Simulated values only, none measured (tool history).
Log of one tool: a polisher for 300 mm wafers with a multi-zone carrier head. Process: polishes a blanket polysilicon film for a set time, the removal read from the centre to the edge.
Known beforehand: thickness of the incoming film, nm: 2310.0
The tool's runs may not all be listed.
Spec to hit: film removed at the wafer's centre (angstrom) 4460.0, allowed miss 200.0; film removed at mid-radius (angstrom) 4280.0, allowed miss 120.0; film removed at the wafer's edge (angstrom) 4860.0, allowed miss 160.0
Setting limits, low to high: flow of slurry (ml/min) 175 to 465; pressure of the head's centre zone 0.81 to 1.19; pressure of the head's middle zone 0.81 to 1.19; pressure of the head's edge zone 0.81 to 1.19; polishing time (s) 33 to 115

run  hour  flow of slurry (ml/min)  pressure of the head's centre zone  pressure of the head's middle zone  pressure of the head's edge zone  polishing time (s)  film removed at the wafer's centre (angstrom)  film removed at mid-radius (angstrom)  film removed at the wafer's edge (angstrom)
  1   0.0                      295                                1.00                                1.00                              1.00                  73                                         7213.5                                 7339.1                                       7270.1
  2   2.4                      295                                1.00                                0.95                              1.00                  73                                         7200.5                                 7127.4                                       7138.2
  3   7.9                      285                                0.99                                0.92                              1.02                  67                                         6514.8                                 6345.8                                       6755.1
  4  13.4                      280                                0.98                                0.90                              1.01                  63                                         6066.9                                 5835.6                                       6167.9
  5  22.2                      270                                0.97                                0.88                              1.01                  60                                         5617.1                                 5458.2                                       5903.4
  6  24.3                      270                                0.89                                0.88                              1.01                  60                                         5248.3                                 5551.0                                       5901.2
  7  31.6                      260                                0.90                                0.87                              1.01                  58                                         5036.6                                 5285.5                                       5635.2
  8  36.1                      250                                0.91                                0.86                              1.01                  56                                         4926.5                                 4999.9                                       5585.5
  9  43.3                      245                                0.91                                0.85                              0.99                  55                                         4810.4                                 4799.8                                       5375.9
 10  51.1                      240                                0.91                                0.84                              0.97                  55                                         4823.7                                 4817.3                                       5229.3
 11  52.9                      230                                0.91                                0.83                              0.97                  54                                         4660.7                                 4700.1                                       5158.7
 12  56.5                      225                                0.92                                0.83                              0.97                  53                                         4577.7                                 4511.9                                       5072.9
 13  62.9                      220                                0.92                                0.83                              0.96                  53                                         4722.6                                 4559.4                                       5089.9

Next run, 4 choices. One meets every target within its allowed miss, the rest don't. Which?
  A  69.3                      175                                1.01                                0.81                              0.97                  56                                              ?                                      ?                                            ?
  B  69.3                      175                                0.94                                0.82                              0.96                  53                                              ?                                      ?                                            ?
  C  69.3                      215                                0.90                                0.86                              0.95                  52                                              ?                                      ?                                            ?
  D  69.3                      240                                0.81                                0.84                              1.03                  53                                              ?                                      ?                                            ?

move  film removed at the wafer's centre (angstrom)  film removed at mid-radius (angstrom)  film removed at the wafer's edge (angstrom)
   A                                         5160.7                                 4513.9                                       5175.1
   B                                         4543.4                                 4310.2                                       4874.8
   C                                         4450.5                                 4539.9                                       4891.3
   D                                         4153.1                                 4628.6                                       5235.8
A: further off than the last run
B: every result within its allowed miss
C: nearer than the last run, and not there yet
D: further off than the last run
Answer: B
